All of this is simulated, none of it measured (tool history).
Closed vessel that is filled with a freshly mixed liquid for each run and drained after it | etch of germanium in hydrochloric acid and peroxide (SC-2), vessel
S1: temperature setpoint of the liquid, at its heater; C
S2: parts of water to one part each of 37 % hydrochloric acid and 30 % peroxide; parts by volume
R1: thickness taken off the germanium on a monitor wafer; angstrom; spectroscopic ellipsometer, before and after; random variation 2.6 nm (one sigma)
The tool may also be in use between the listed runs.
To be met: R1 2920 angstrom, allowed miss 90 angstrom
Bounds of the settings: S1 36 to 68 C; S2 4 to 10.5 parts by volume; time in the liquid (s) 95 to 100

run 1 hour=0 | S1=52 S2=5.5 time_in_the_liquid_(s)=95 | R1=4311.4
run 2 hour=6.1 | S1=48 S2=5.5 time_in_the_liquid_(s)=95 | R1=3801.2
run 3 hour=7.2 | S1=42 S2=5.5 time_in_the_liquid_(s)=95 | R1=3105.8
run 4 hour=14.2 | S1=49 S2=5.5 time_in_the_liquid_(s)=95 | R1=3900.5
run 5 hour=18.9 | S1=46 S2=5.5 time_in_the_liquid_(s)=95 | R1=3568.1
run 6 hour=27.1 | S1=46 S2=7 time_in_the_liquid_(s)=95 | R1=3524.4
run 7 hour=34.4 | S1=44 S2=7 time_in_the_liquid_(s)=95 | R1=3343.8
-- hour=37.1 chemicals flow meter replaced
run 8 hour=37.1 | S1=42.5 S2=7 time_in_the_liquid_(s)=95 | R1=3164.1
run 9 hour=38.8 | S1=41.5 S2=7 time_in_the_liquid_(s)=95 | R1=3071
run 10 hour=46.1 | S1=41.5 S2=7 time_in_the_liquid_(s)=95 | R1=3001.8

Which of these 4 next moves meets every target?
run A hour=53.4 | S1=39 S2=4 time_in_the_liquid_(s)=100 | R1=?
run B hour=53.4 | S1=42.5 S2=6.5 time_in_the_liquid_(s)=95 | R1=?
run C hour=53.4 | S1=41.5 S2=8 time_in_the_liquid_(s)=100 | R1=?
run D hour=53.4 | S1=43.5 S2=8 time_in_the_liquid_(s)=95 | R1=?

move=A R1=2931.4
move=B R1=3110.4
move=C R1=3133.9
move=D R1=3183
A: meets every target
B: further off than the last run
C: further off than the last run
D: further off than the last run
Answer: A
